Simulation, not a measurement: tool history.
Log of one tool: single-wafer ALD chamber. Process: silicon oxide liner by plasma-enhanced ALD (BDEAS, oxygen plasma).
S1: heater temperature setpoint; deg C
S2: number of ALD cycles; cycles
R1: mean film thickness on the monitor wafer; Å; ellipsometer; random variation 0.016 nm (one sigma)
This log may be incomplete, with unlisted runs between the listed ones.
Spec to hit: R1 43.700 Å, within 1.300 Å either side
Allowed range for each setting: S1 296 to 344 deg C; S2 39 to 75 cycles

{"run": 1, "hour": 0.0, "S1": 320, "S2": 57, "R1": 56.189}
{"run": 2, "hour": 3.1, "S1": 324, "S2": 57, "R1": 56.133}
{"run": 3, "hour": 3.9, "S1": 324, "S2": 64, "R1": 63.165}
{"run": 4, "hour": 10.2, "S1": 324, "S2": 61, "R1": 59.899}
{"run": 5, "hour": 13.3, "S1": 324, "S2": 66, "R1": 64.837}
{"run": 6, "hour": 17.8, "S1": 320, "S2": 66, "R1": 64.891}
{"run": 7, "hour": 21.4, "S1": 320, "S2": 63, "R1": 62.395}
{"run": 8, "hour": 27.7, "S1": 321, "S2": 60, "R1": 59.142}
{"run": 9, "hour": 30.8, "S1": 321, "S2": 58, "R1": 57.012}
{"run": 10, "hour": 38.8, "S1": 321, "S2": 56, "R1": 54.934}
{"run": 11, "hour": 43.0, "S1": 321, "S2": 54, "R1": 53.145}

Exercise: of the 4 proposed moves below, exactly one satisfies all targets within the stated allowed misses. Which move is it?
{"run": "A", "hour": 47.2, "S1": 323, "S2": 50, "R1": "?"}
{"run": "B", "hour": 47.2, "S1": 320, "S2": 42, "R1": "?"}
{"run": "C", "hour": 47.2, "S1": 325, "S2": 41, "R1": "?"}
{"run": "D", "hour": 47.2, "S1": 320, "S2": 44, "R1": "?"}

move=A R1=49.290
move=B R1=41.561
move=C R1=40.315
move=D R1=43.540
A: closes in on the targets versus the last run, not all within tolerance yet
B: takes the biggest miss from the last run beyond its target
C: takes the biggest miss from the last run beyond its target
D: all results in spec
The move that meets every target is D.

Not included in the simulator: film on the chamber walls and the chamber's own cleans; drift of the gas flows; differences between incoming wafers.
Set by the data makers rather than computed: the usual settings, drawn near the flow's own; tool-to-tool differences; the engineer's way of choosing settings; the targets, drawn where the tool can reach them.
